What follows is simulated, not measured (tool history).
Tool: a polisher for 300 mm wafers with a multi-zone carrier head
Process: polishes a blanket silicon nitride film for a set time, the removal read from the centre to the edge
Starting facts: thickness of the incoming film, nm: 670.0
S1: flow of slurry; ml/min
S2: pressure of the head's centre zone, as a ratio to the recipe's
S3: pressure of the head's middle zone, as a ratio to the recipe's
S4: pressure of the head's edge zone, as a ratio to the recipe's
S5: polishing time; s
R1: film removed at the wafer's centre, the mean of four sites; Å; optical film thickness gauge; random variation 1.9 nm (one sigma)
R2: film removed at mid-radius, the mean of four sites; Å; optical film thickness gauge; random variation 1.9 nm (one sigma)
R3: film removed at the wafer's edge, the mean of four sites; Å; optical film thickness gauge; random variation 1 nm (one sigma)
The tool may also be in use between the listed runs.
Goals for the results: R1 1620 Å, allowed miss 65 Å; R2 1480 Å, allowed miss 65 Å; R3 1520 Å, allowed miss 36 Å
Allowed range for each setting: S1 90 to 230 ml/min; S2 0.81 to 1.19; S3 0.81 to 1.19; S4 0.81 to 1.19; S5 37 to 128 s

run	day	S1	S2	S3	S4	S5	R1	R2	R3
1	0	150	1	1	1	82	2714.7	2702	2699.6
2	0.292	150	0.96	1	1	82	2571.7	2683.1	2705.5
3	0.329	145	0.97	0.97	0.95	69	2175.7	2214.3	2211.5
4	0.483	110	0.97	0.97	0.95	69	2005.5	2030.4	2103.1
5	0.667	110	0.99	0.95	0.91	62	1888.8	1860.4	1853.6
6	0.962	105	0.99	0.92	0.89	59	1692.6	1685.9	1711.2
7	1.304	105	1.01	0.89	0.87	59	1763.8	1668.4	1691.8
8	1.538	100	1.01	0.87	0.85	58	1684.9	1589.8	1649.1
9	1.738	100	1.02	0.86	0.84	57	1703.5	1613.3	1619.2
10	2.042	100	1.03	0.85	0.84	56	1672.1	1550.4	1578.1
11	2.275	100	1.03	0.85	0.84	56	1690.3	1541.7	1594.2

Consider the 5 candidate settings below. Which is the only one whose results all fall within their allowed miss of target?
A	2.508	95	1.06	0.81	0.95	58	?	?	?
B	2.508	175	1.11	0.96	0.81	48	?	?	?
C	2.508	95	1.03	0.81	1.09	55	?	?	?
D	2.508	100	1.04	0.86	0.84	54	?	?	?
E	2.508	90	0.92	0.84	0.84	61	?	?	?

move	R1	R2	R3
A	1703.7	1521.9	1702.8
B	1761	1584.6	1461.2
C	1572.9	1443.1	1726.6
D	1591.4	1479.4	1516.2
E	1534.6	1593.4	1670
A: moves away from the targets compared with the last run
B: moves the result that the last run missed by most past its target, out the other side
C: moves away from the targets compared with the last run
D: in spec on every target
E: moves away from the targets compared with the last run
Go with D: it meets all targets.
